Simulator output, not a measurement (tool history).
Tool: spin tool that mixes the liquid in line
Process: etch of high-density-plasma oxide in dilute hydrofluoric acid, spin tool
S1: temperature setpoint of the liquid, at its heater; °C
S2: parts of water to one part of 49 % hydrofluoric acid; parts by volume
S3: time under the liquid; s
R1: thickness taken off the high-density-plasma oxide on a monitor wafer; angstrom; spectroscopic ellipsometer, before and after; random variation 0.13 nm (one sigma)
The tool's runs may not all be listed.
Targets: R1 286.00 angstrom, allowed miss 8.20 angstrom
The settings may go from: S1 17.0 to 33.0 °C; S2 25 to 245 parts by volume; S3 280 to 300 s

run 1 day=0.000 | S1=25.0 S2=135 S3=280 | R1=142.89
run 2 day=0.371 | S1=25.0 S2=135 S3=300 | R1=155.11
run 3 day=0.404 | S1=25.0 S2=135 S3=300 | R1=152.17
run 4 day=0.771 | S1=25.0 S2=135 S3=300 | R1=153.39
run 5 day=1.100 | S1=25.0 S2=170 S3=300 | R1=115.81
run 6 day=1.162 | S1=25.0 S2=135 S3=300 | R1=152.08
run 7 day=1.379 | S1=27.0 S2=125 S3=300 | R1=181.36
-- day=1.738 hydrofluoric acid flow meter replaced
run 8 day=1.738 | S1=31.0 S2=95 S3=300 | R1=328.66
run 9 day=2.104 | S1=30.5 S2=95 S3=300 | R1=323.21
run 10 day=2.321 | S1=30.0 S2=95 S3=300 | R1=319.77
run 11 day=2.604 | S1=29.5 S2=95 S3=300 | R1=309.72

5 next moves are on the table. One of them brings every result within its allowed miss. Which?
run A day=2.888 | S1=29.5 S2=105 S3=290 | R1=?
run B day=2.888 | S1=32.0 S2=115 S3=285 | R1=?
run C day=2.888 | S1=26.0 S2=75 S3=280 | R1=?
run D day=2.888 | S1=33.0 S2=100 S3=300 | R1=?
run E day=2.888 | S1=26.5 S2=90 S3=290 | R1=?

move=A R1=268.30
move=B R1=260.30
move=C R1=330.06
move=D R1=334.10
move=E R1=284.79
A: takes the result that was furthest off past its target
B: takes the result that was furthest off past its target
C: further off than the last run
D: further off than the last run
E: meets every target
Answer: E

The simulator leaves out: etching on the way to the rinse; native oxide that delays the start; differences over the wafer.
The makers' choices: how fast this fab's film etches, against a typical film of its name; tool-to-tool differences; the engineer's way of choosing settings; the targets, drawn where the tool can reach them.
